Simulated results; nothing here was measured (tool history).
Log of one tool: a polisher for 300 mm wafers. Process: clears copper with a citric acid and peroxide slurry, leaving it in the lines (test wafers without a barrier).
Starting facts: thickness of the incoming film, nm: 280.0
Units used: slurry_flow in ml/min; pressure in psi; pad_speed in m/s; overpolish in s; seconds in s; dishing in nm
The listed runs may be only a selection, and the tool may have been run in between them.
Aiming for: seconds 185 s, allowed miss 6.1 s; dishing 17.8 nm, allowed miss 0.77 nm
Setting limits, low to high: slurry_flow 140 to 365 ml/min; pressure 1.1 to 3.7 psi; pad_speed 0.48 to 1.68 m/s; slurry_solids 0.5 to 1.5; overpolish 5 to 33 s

Run 1, day 0: slurry_flow 235 ml/min, pressure 2.4 psi, pad_speed 1.08 m/s, slurry_solids 1, overpolish 17 s. Result: seconds 140.78 s, dishing 21.03 nm.
Run 2, day 0.2: slurry_flow 230 ml/min, pressure 2.2 psi, pad_speed 1.08 m/s, slurry_solids 1, overpolish 17 s. Result: seconds 152.13 s, dishing 19.785 nm.
Run 3, day 0.392: slurry_flow 230 ml/min, pressure 2.1 psi, pad_speed 1.08 m/s, slurry_solids 1, overpolish 17 s. Result: seconds 161.61 s, dishing 18.154 nm.
Run 4, day 0.642: slurry_flow 230 ml/min, pressure 2.1 psi, pad_speed 1.2 m/s, slurry_solids 1, overpolish 17 s. Result: seconds 152.07 s, dishing 19.458 nm.
Run 5, day 0.8: slurry_flow 225 ml/min, pressure 2 psi, pad_speed 1.2 m/s, slurry_solids 1, overpolish 18 s. Result: seconds 159.38 s, dishing 19.464 nm.
Run 6, day 0.95: slurry_flow 225 ml/min, pressure 2 psi, pad_speed 1.44 m/s, slurry_solids 1, overpolish 18 s. Result: seconds 141.91 s, dishing 21.59 nm.
Run 7, day 1.183: slurry_flow 225 ml/min, pressure 2 psi, pad_speed 1.44 m/s, slurry_solids 1, overpolish 18 s. Result: seconds 143.85 s, dishing 21.491 nm.
Run 8, day 1.392: slurry_flow 220 ml/min, pressure 1.8 psi, pad_speed 1.44 m/s, slurry_solids 1, overpolish 18 s. Result: seconds 156.09 s, dishing 19.508 nm.
Run 9, day 1.55: slurry_flow 210 ml/min, pressure 1.7 psi, pad_speed 1.44 m/s, slurry_solids 1, overpolish 18 s. Result: seconds 168.42 s, dishing 18.756 nm.
Run 10, day 1.771: slurry_flow 195 ml/min, pressure 1.7 psi, pad_speed 1.44 m/s, slurry_solids 1, overpolish 18 s. Result: seconds 167.85 s, dishing 18.568 nm.
Run 11, day 2: slurry_flow 190 ml/min, pressure 1.7 psi, pad_speed 1.44 m/s, slurry_solids 1, overpolish 18 s. Result: seconds 170.07 s, dishing 18.339 nm.
Run 12, day 2.342: slurry_flow 180 ml/min, pressure 1.7 psi, pad_speed 1.44 m/s, slurry_solids 1, overpolish 18 s. Result: seconds 172.06 s, dishing 18.572 nm.
Run 13, day 2.488: slurry_flow 165 ml/min, pressure 1.5 psi, pad_speed 1.44 m/s, slurry_solids 1, overpolish 18 s. Result: seconds 193.7 s, dishing 16.363 nm.
Run 14, day 2.542: slurry_flow 170 ml/min, pressure 1.5 psi, pad_speed 1.44 m/s, slurry_solids 1, overpolish 18 s. Result: seconds 194.53 s, dishing 16.321 nm.
Run 15, day 2.583: slurry_flow 180 ml/min, pressure 1.5 psi, pad_speed 1.44 m/s, slurry_solids 1, overpolish 18 s. Result: seconds 191.31 s, dishing 16.504 nm.
Run 16, day 2.925: slurry_flow 185 ml/min, pressure 1.5 psi, pad_speed 1.44 m/s, slurry_solids 1, overpolish 18 s. Result: seconds 191.94 s, dishing 16.882 nm.
Run 17, day 3.246: slurry_flow 190 ml/min, pressure 1.5 psi, pad_speed 1.44 m/s, slurry_solids 1, overpolish 18 s. Result: seconds 192.17 s, dishing 16.983 nm.
Run 18, day 3.325: slurry_flow 195 ml/min, pressure 1.5 psi, pad_speed 1.44 m/s, slurry_solids 1, overpolish 18 s. Result: seconds 192 s, dishing 16.119 nm.
Run 19, day 3.55: slurry_flow 190 ml/min, pressure 1.5 psi, pad_speed 1.44 m/s, slurry_solids 1, overpolish 18 s. Result: seconds 194.45 s, dishing 16.454 nm.

Which of these 5 next moves meets every target?
Run A, day 3.775: slurry_flow 180 ml/min, pressure 1.5 psi, pad_speed 1.54 m/s, slurry_solids 1, overpolish 19 s. Result: seconds ?, dishing ?.
Run B, day 3.775: slurry_flow 190 ml/min, pressure 1.4 psi, pad_speed 1.5 m/s, slurry_solids 0.95, overpolish 20 s. Result: seconds ?, dishing ?.
Run C, day 3.775: slurry_flow 245 ml/min, pressure 1.5 psi, pad_speed 1.34 m/s, slurry_solids 0.95, overpolish 24 s. Result: seconds ?, dishing ?.
Run D, day 3.775: slurry_flow 140 ml/min, pressure 1.5 psi, pad_speed 1.62 m/s, slurry_solids 1, overpolish 16 s. Result: seconds ?, dishing ?.
Run E, day 3.775: slurry_flow 205 ml/min, pressure 1.8 psi, pad_speed 1.08 m/s, slurry_solids 1.5, overpolish 15 s. Result: seconds ?, dishing ?.

move  seconds  dishing
   A      184   17.676
   B   201.52   17.014
   C   197.27   20.466
   D   183.89   15.131
   E   170.02   15.417
A: each result inside its tolerance
B: lands further from the targets than the last run did
C: pushes the last run's worst result past its target
D: lands further from the targets than the last run did
E: lands further from the targets than the last run did
A is the move that brings every result within its allowed miss.
